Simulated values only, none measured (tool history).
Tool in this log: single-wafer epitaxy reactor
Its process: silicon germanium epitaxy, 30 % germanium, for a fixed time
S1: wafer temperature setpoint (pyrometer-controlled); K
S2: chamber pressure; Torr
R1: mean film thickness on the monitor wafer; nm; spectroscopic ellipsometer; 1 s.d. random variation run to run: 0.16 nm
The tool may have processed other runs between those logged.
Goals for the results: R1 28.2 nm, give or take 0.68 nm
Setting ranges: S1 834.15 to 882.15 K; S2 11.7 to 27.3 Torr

run	hour	S1	S2	R1
1	0	858.15	19.5	44.11
2	4.8	855.15	19.4	41.087
3	10.2	851.15	19.4	38.194
4	15.3	849.15	19.4	36.527
5	18.3	847.15	19.4	34.817
6	24.4	846.15	19.4	34.007
7	32.2	845.15	19.4	33.113
8	36	835.15	19.1	26.199

Consider the 4 candidate settings below. Which is the only one whose results all fall within their allowed miss of target?
A	39.8	842.15	17.4	?
B	39.8	839.15	17.9	?
C	39.8	838.15	22.9	?
D	39.8	840.15	20.4	?

move	R1
A	29.893
B	28.224
C	30.219
D	30.293
A: carries the result that was furthest off beyond its target, to the other side
B: meets every target
C: carries the result that was furthest off beyond its target, to the other side
D: carries the result that was furthest off beyond its target, to the other side
The move that meets every target is B.
